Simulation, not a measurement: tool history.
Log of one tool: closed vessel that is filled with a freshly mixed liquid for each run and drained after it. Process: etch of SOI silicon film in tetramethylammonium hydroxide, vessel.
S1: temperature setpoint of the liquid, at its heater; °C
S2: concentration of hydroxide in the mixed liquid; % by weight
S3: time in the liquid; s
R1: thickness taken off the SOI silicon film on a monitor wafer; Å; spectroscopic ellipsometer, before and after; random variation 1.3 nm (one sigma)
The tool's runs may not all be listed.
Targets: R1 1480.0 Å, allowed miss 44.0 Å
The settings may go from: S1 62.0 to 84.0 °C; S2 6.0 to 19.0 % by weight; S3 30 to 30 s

run,day,S1,S2,S3,R1
1,0.000,75.0,12.5,30,2220.7
2,0.296,75.0,12.5,30,2227.9
3,0.425,75.0,11.5,30,2314.2
4,0.746,75.0,9.5,30,2497.8
5,0.838,74.0,9.5,30,2328.6
6,1.183,74.0,9.5,30,2354.3
7,1.238,74.0,9.5,30,2373.5
8,1.275,73.0,9.5,30,2240.2
9,1.483,72.0,9.5,30,2122.1
10,1.871,65.5,9.5,30,1431.7

5 next moves are on the table. One of them brings every result within its allowed miss. Which?
A,2.258,64.5,9.5,30,?
B,2.258,65.5,9.0,30,?
C,2.258,64.5,9.0,30,?
D,2.258,65.0,9.5,30,?
E,2.258,65.5,10.5,30,?

move,R1
A,1363.4
B,1477.8
C,1391.1
D,1405.3
E,1398.5
A: further off than the last run
B: meets every target
C: further off than the last run
D: further off than the last run
E: further off than the last run
Move B is the one to make.
